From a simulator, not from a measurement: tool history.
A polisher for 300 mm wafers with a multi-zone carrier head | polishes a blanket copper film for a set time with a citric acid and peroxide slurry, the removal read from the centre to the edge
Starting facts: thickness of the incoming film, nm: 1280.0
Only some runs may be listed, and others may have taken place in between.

run,hour,flow of slurry (ml/min),pressure of the head's centre zone,pressure of the head's middle zone,pressure of the head's edge zone,abrasive content of the slurry,polishing time (s),film removed at the wafer's centre (nm),film removed at mid-radius (nm),film removed at the wafer's edge (nm)
1,0.0,210,1.00,1.00,1.00,1.00,49,106.310,108.310,108.580
2,6.1,200,0.98,0.96,0.98,0.90,47,99.048,96.325,100.940
3,12.6,235,0.98,0.96,0.98,0.90,47,101.790,100.680,103.130
4,18.1,215,0.95,0.94,0.96,0.80,45,91.520,90.043,95.085
5,23.6,200,0.93,0.92,0.93,0.75,44,86.284,84.221,90.558
6,26.3,190,0.91,0.91,0.91,0.70,43,78.501,79.442,85.576
7,33.0,180,0.91,0.89,0.89,0.65,42,75.204,74.499,80.992
8,36.3,170,0.90,0.87,0.87,0.65,42,72.833,72.365,79.485
9,37.3,165,0.90,0.86,0.86,0.65,42,73.648,71.568,77.545

Run 10 has not been measured yet. What should we expect?
10,45.5,160,0.89,0.85,0.86,0.65,42,?,?,?

Run 10 gave film removed at the wafer's centre (nm) 73.306, film removed at mid-radius (nm) 70.080, film removed at the wafer's edge (nm) 77.861.
